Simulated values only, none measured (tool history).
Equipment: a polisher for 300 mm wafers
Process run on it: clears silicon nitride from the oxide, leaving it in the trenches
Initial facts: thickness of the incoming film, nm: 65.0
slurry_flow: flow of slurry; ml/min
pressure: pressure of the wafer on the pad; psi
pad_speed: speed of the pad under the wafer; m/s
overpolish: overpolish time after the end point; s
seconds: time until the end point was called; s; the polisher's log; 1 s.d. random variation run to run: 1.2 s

run  hour  slurry_flow  pressure  pad_speed  overpolish  seconds
  1     0          210       2.3       0.96           3   81.505
  2   2.4          210       2.3       0.78           3   98.253
  3   5.1          210       2.5       0.78           3   90.577
  4   8.9          210       2.5       0.78           3   88.358
  5  10.1          210       2.6       0.78           3    83.53
  6  17.7          210       2.7       0.78           3   85.111
  7  21.9          210       2.9        0.8           3   77.747
  8  25.8          210         3       0.82           3   74.872

Expected results for the next run?
  9  33.7          210       3.1       0.84           3        ?

Logged for run 9: seconds 70.335 s.
